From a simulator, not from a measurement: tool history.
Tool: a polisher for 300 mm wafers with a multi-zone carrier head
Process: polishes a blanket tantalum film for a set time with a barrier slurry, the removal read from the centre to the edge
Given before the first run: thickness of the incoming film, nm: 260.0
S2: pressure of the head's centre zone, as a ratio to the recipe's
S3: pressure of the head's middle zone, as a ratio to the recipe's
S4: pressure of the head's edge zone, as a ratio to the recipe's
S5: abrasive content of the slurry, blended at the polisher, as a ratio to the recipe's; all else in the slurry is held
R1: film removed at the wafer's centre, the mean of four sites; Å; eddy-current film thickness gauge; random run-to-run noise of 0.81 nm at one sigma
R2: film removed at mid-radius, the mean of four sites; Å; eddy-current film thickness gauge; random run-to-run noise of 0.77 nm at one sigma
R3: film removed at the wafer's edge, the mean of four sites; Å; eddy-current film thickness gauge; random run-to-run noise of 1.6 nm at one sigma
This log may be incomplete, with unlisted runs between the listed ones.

Run 1, hour 0.0: flow of slurry (ml/min) 295, S2 1.00, S3 1.00, S4 1.00, S5 1.00, polishing time (s) 78. Result: R1 920.02 Å, R2 895.97 Å, R3 927.99 Å.
Run 2, hour 3.7: flow of slurry (ml/min) 340, S2 1.00, S3 1.00, S4 1.00, S5 1.00, polishing time (s) 78. Result: R1 930.12 Å, R2 900.58 Å, R3 937.52 Å.
Run 3, hour 5.7: flow of slurry (ml/min) 280, S2 1.00, S3 1.00, S4 1.00, S5 1.00, polishing time (s) 78. Result: R1 912.08 Å, R2 896.22 Å, R3 936.71 Å.
Run 4, hour 13.4: flow of slurry (ml/min) 265, S2 0.99, S3 1.00, S4 1.03, S5 1.10, polishing time (s) 78. Result: R1 922.41 Å, R2 915.61 Å, R3 949.88 Å.
Run 5, hour 14.8: flow of slurry (ml/min) 215, S2 0.99, S3 1.00, S4 1.03, S5 1.10, polishing time (s) 78. Result: R1 910.22 Å, R2 894.74 Å, R3 948.07 Å.
Run 6, hour 20.9: flow of slurry (ml/min) 240, S2 0.99, S3 1.00, S4 1.03, S5 1.10, polishing time (s) 78. Result: R1 916.22 Å, R2 888.62 Å, R3 963.82 Å.
Run 7, hour 24.8: flow of slurry (ml/min) 325, S2 0.95, S3 1.10, S4 1.13, S5 1.35, polishing time (s) 79. Result: R1 963.05 Å, R2 1059.60 Å, R3 1071.50 Å.

Run 8, settings as shown, results not yet in. Your forecast:
Run 8, hour 26.2: flow of slurry (ml/min) 320, S2 0.94, S3 1.08, S4 1.14, S5 1.40, polishing time (s) 79. Result: R1 ?, R2 ?, R3 ?.

R1: 938.13 Å
R2: 1044.10 Å
R3: 1107.60 Å
